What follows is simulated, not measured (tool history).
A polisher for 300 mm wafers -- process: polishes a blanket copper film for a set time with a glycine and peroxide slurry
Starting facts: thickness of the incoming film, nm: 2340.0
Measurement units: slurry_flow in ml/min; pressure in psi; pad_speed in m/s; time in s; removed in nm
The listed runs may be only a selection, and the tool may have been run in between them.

run    day  slurry_flow  pressure  pad_speed  time  removed
  1      0          175       2.3       0.86    55   243.92
  2  0.246          175       2.3       0.86    55   248.78
  3  0.412          175       2.3       0.86    49   221.39
  4  0.779          175       1.8       0.86    49   186.21
  5  0.925          175       1.3       0.86    49   149.42
  6  1.133          175         1       0.86    49   126.83
  7  1.317          180       1.1       0.86    49      134

Run 8, settings as shown, results not yet in. Your forecast:
  8  1.675          180       1.2       0.86    49        ?

{"run 8": {"removed": 140.53}}
